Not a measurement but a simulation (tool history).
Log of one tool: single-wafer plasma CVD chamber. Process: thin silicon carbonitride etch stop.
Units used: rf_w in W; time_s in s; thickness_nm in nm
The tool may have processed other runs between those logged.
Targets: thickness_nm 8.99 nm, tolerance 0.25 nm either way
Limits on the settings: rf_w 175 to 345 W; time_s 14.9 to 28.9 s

run	hour	rf_w	time_s	thickness_nm
1	0	260	21.9	12.166
2	1.2	250	20.7	11.411
3	7.5	240	19.7	10.657
4	8	205	19.7	10.23
5	16.5	225	19.7	10.511
6	24.2	225	17.9	9.5436
7	26.9	225	17.9	9.5194
8	35.1	220	17.8	9.4506
9	42.8	220	17.8	9.4132
10	44	215	17.7	9.3148
11	45.8	215	17.7	9.3457

Next run, 4 choices. One meets every target within its allowed miss, the rest don't. Which?
A	47.6	210	18.4	?
B	47.6	230	15.4	?
C	47.6	215	18.7	?
D	47.6	195	17.5	?

move	thickness_nm
A	9.6261
B	8.2754
C	9.851
D	8.9579
A: lands further from the targets than the last run did
B: pushes the last run's worst result past its target
C: lands further from the targets than the last run did
D: each result inside its tolerance
Move D is the one to make.
